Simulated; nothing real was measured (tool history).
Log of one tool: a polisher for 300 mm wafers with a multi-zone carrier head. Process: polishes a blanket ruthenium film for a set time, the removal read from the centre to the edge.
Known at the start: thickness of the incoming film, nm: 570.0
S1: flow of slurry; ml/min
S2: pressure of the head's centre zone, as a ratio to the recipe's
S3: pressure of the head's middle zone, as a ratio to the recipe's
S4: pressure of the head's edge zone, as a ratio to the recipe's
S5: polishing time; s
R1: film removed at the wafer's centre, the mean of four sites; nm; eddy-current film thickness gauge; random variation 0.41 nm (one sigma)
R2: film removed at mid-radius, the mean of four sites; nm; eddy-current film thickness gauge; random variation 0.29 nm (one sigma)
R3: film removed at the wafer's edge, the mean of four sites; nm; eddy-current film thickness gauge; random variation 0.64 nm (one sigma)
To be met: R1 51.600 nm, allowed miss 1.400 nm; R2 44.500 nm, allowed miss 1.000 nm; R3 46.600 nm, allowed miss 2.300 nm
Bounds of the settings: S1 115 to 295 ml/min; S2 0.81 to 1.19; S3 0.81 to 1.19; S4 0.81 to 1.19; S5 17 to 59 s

| run | day | S1 | S2 | S3 | S4 | S5 | R1 | R2 | R3 |
|---|---|---|---|---|---|---|---|---|---|
| 1 | 0.000 | 190 | 1.00 | 1.00 | 1.00 | 38 | 42.973 | 43.982 | 43.163 |
| 2 | 0.367 | 210 | 1.00 | 1.00 | 1.00 | 38 | 43.453 | 44.019 | 44.169 |
| 3 | 0.650 | 230 | 1.00 | 1.00 | 1.00 | 38 | 44.076 | 44.690 | 43.125 |
| 4 | 0.804 | 230 | 1.00 | 1.00 | 0.96 | 38 | 44.594 | 44.470 | 43.890 |
| 5 | 0.829 | 230 | 1.00 | 1.08 | 0.96 | 38 | 44.244 | 47.618 | 43.194 |
| 6 | 1.062 | 235 | 1.02 | 1.05 | 0.97 | 38 | 44.836 | 46.708 | 43.233 |
| 7 | 1.346 | 235 | 1.04 | 1.02 | 0.97 | 39 | 47.415 | 46.506 | 45.341 |
| 8 | 1.583 | 240 | 1.06 | 1.01 | 0.97 | 39 | 47.947 | 46.423 | 45.654 |
| 9 | 1.642 | 245 | 1.08 | 1.00 | 0.96 | 39 | 48.851 | 46.905 | 44.520 |
| 10 | 1.796 | 245 | 1.09 | 0.97 | 0.97 | 39 | 49.235 | 45.116 | 46.447 |
| 11 | 1.842 | 245 | 1.09 | 0.97 | 0.97 | 39 | 50.003 | 44.871 | 45.428 |
| 12 | 2.050 | 245 | 1.09 | 0.96 | 0.98 | 39 | 49.605 | 44.784 | 44.932 |
| 13 | 2.188 | 240 | 1.09 | 0.95 | 0.98 | 39 | 49.270 | 44.305 | 43.817 |
| 14 | 2.392 | 240 | 1.09 | 0.95 | 0.98 | 39 | 49.313 | 43.965 | 45.633 |
| 15 | 2.450 | 245 | 1.10 | 0.95 | 0.98 | 39 | 50.136 | 44.495 | 44.507 |

Which of these 4 next moves meets every target?
| A | 2.508 | 225 | 1.02 | 0.92 | 0.98 | 41 | ? | ? | ? |
| B | 2.508 | 190 | 1.11 | 0.92 | 0.94 | 42 | ? | ? | ? |
| C | 2.508 | 295 | 1.19 | 1.04 | 1.01 | 36 | ? | ? | ? |
| D | 2.508 | 255 | 1.19 | 1.06 | 0.97 | 35 | ? | ? | ? |

| move | R1 | R2 | R3 |
|---|---|---|---|
| A | 48.293 | 45.016 | 47.181 |
| B | 52.032 | 44.954 | 46.766 |
| C | 50.750 | 45.191 | 42.813 |
| D | 48.485 | 43.952 | 40.538 |
A: further off than the last run
B: meets every target
C: brings the result that was furthest off to its target, and leaves another outside
D: further off than the last run
Answer: B
